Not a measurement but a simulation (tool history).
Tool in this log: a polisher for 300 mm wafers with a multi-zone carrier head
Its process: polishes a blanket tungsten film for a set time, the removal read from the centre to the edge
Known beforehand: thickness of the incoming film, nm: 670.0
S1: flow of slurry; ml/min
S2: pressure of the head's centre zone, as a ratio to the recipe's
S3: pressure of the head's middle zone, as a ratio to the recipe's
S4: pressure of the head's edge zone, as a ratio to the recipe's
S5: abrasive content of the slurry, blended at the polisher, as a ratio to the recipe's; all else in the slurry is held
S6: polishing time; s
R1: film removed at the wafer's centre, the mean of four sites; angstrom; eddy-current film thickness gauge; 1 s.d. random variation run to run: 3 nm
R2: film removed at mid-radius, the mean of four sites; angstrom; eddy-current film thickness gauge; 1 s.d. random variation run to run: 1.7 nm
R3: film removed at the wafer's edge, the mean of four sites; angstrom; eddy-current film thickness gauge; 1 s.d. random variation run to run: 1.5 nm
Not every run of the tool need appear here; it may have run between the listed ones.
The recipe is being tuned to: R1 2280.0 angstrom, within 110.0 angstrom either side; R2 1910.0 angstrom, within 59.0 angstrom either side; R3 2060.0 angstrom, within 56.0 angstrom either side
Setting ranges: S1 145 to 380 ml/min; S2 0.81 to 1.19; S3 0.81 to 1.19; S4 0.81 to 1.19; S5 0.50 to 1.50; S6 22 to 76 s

run  hour   S1    S2    S3    S4    S5  S6      R1      R2      R3
  1   0.0  245  1.00  1.00  1.00  1.00  49  2486.2  2436.1  2449.1
  2   5.8  245  1.05  1.00  1.00  1.00  49  2537.9  2404.3  2394.3
  3  10.2  235  1.05  0.97  0.98  0.95  49  2427.4  2361.4  2391.0
  4  12.9  285  1.05  0.97  0.98  0.95  49  2583.7  2368.3  2390.4
  5  14.7  290  1.07  0.94  0.97  0.85  48  2485.8  2202.5  2289.6
  6  20.7  290  1.08  0.92  0.95  0.80  48  2451.8  2124.3  2221.8
  7  25.5  290  1.08  0.92  0.95  0.80  48  2518.6  2156.9  2265.7
  8  26.1  290  1.08  0.92  0.95  0.80  48  2531.5  2182.8  2226.2
  9  26.9  285  1.07  0.90  0.95  0.75  48  2401.8  2106.4  2199.0
 10  27.6  285  1.07  0.90  0.95  0.75  48  2396.3  2082.6  2192.9

Which one of the following 4 next-run settings gets every result inside its allowed miss? There is exactly one.
  A  28.3  245  1.13  0.83  1.04  1.00  41   ?   ?   ?
  B  28.3  300  0.99  1.02  0.89  0.75  46   ?   ?   ?
  C  28.3  285  1.06  0.86  0.93  0.75  46   ?   ?   ?
  D  28.3  300  1.07  0.81  1.04  0.70  49   ?   ?   ?

move      R1      R2      R3
   A  2266.5  1811.1  2086.2
   B  2109.7  2223.7  2037.0
   C  2244.3  1957.0  2073.9
   D  2379.8  1971.3  2296.0
A: takes the result that was furthest off past its target
B: misses by more than the last run did
C: in spec on every target
D: misses by more than the last run did
The move that meets every target is C.
